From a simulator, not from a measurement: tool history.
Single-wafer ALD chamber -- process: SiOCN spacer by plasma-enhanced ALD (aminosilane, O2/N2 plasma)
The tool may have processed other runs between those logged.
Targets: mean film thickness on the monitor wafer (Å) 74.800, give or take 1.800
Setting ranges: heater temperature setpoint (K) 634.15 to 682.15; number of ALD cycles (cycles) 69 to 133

run	hour	heater temperature setpoint (K)	number of ALD cycles (cycles)	mean film thickness on the monitor wafer (Å)
1	0.0	658.15	101	61.737
2	1.6	658.15	105	63.513
3	5.0	658.15	109	66.658
4	9.3	658.15	111	68.289
5	17.2	648.15	111	68.077
6	21.1	637.15	111	68.238
7	21.9	637.15	113	68.797
8	25.5	637.15	115	70.561
9	28.8	637.15	116	70.740
10	32.0	637.15	117	71.631
11	33.1	637.15	118	71.989
12	41.3	637.15	119	72.283

Pick the move, out of 5, that brings all results within their allowed miss; only one does.
A	49.5	644.15	128	?
B	49.5	634.15	114	?
C	49.5	634.15	123	?
D	49.5	634.15	130	?
E	49.5	634.15	129	?

move	mean film thickness on the monitor wafer (Å)
A	78.536
B	69.947
C	75.469
D	79.764
E	79.150
A: carries the result that was furthest off beyond its target, to the other side
B: its largest miss is bigger than the last run's
C: every result within its allowed miss
D: carries the result that was furthest off beyond its target, to the other side
E: carries the result that was furthest off beyond its target, to the other side
The move that meets every target is C.
